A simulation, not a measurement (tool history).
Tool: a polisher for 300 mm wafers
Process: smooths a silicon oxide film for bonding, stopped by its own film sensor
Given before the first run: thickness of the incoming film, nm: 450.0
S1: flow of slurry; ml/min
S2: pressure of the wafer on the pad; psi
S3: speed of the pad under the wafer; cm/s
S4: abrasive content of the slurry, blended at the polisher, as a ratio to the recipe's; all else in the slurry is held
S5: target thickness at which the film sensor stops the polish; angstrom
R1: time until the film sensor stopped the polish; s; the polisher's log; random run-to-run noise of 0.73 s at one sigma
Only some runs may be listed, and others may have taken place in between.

run  hour   S1   S2  S3  S4    S5      R1
  1     0  305  2.1  72   1  4220  48.168
  2   5.9  305  2.1  72   1  4240  44.435
  3   9.8  235  2.1  72   1  4240  46.932
  4  12.4  235  2.1  86   1  4240  42.205
  5  19.2  235  2.1  86   1  4240  42.122
  6  22.5  230  1.9  86   1  4240   46.61
  7    29  225  1.7  86   1  4240  52.922
  8  34.3  225  1.2  84   1  4240  73.152
  9  38.9  230  1.2  84   1  4240  73.864
 10  46.7  235  1.2  84   1  4240  73.682
 11  52.4  240  1.2  84   1  4240  72.861
 12  57.1  245  1.2  84   1  4240  72.649
 13  64.3  250  1.2  84   1  4240  72.674

What will run 14 give?
 14  67.4  255  1.2  84   1  4240   ?

{"run 14": {"R1": 71.62}}

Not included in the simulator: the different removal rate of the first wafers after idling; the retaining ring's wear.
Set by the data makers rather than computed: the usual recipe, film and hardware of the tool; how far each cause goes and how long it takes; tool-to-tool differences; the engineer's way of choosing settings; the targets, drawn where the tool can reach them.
